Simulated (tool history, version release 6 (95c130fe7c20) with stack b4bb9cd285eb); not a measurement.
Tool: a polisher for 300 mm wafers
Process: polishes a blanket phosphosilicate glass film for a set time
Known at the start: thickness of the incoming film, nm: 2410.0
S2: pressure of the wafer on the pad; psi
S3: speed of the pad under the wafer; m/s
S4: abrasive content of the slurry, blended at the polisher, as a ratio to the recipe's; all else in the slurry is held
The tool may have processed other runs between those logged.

Run 1, hour 0.0: flow of slurry (ml/min) 190, S2 2.0 psi, S3 0.76 m/s, S4 1.0, polishing time (s) 39. Result: film removed (angstrom) 1782.8.
Run 2, hour 6.1: flow of slurry (ml/min) 155, S2 2.0 psi, S3 0.76 m/s, S4 1.0, polishing time (s) 39. Result: film removed (angstrom) 1703.5.
Run 3, hour 12.0: flow of slurry (ml/min) 155, S2 2.4 psi, S3 0.76 m/s, S4 1.0, polishing time (s) 39. Result: film removed (angstrom) 2042.1.
Run 4, hour 20.8: flow of slurry (ml/min) 170, S2 2.4 psi, S3 0.76 m/s, S4 1.0, polishing time (s) 39. Result: film removed (angstrom) 2078.2.
Run 5, hour 22.8: flow of slurry (ml/min) 165, S2 2.3 psi, S3 0.76 m/s, S4 1.0, polishing time (s) 39. Result: film removed (angstrom) 2003.7.
Run 6, hour 29.7: flow of slurry (ml/min) 165, S2 2.3 psi, S3 0.68 m/s, S4 1.0, polishing time (s) 39. Result: film removed (angstrom) 1856.4.
Run 7, hour 31.1: flow of slurry (ml/min) 165, S2 2.3 psi, S3 0.68 m/s, S4 1.0, polishing time (s) 39. Result: film removed (angstrom) 1871.7.

Expected results for the next run?
Run 8, hour 35.1: flow of slurry (ml/min) 165, S2 2.3 psi, S3 0.68 m/s, S4 1.0, polishing time (s) 39. Result: film removed (angstrom) ?.

Logged for run 8: film removed (angstrom) 1870.8.
